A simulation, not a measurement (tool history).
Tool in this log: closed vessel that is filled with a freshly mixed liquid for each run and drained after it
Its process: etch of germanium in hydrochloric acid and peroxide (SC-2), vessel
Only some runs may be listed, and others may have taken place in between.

run	hour	temperature setpoint of the liquid (°C)	parts of water to one part each of 37 % hydrochloric acid and 30 % peroxide (parts by volume)	time in the liquid (s)	thickness taken off the germanium on a monitor wafer (Å)
1	0.0	48.0	11.5	30	608.52
2	4.4	48.0	11.5	30	614.51
3	8.8	48.0	11.5	30	610.91
4	13.9	48.0	10.0	30	621.06
5	22.1	48.0	10.0	30	617.68
6	23.6	45.5	10.0	30	571.34
7	32.8	43.5	10.0	30	535.71
8	40.9	42.0	10.0	30	507.50
9	43.3	41.0	10.0	30	496.29
10	46.6	40.5	10.0	30	482.03

Estimate the outcome of run 11 from the log above:
11	53.4	40.0	10.0	30	?

thickness taken off the germanium on a monitor wafer (Å): 477.16

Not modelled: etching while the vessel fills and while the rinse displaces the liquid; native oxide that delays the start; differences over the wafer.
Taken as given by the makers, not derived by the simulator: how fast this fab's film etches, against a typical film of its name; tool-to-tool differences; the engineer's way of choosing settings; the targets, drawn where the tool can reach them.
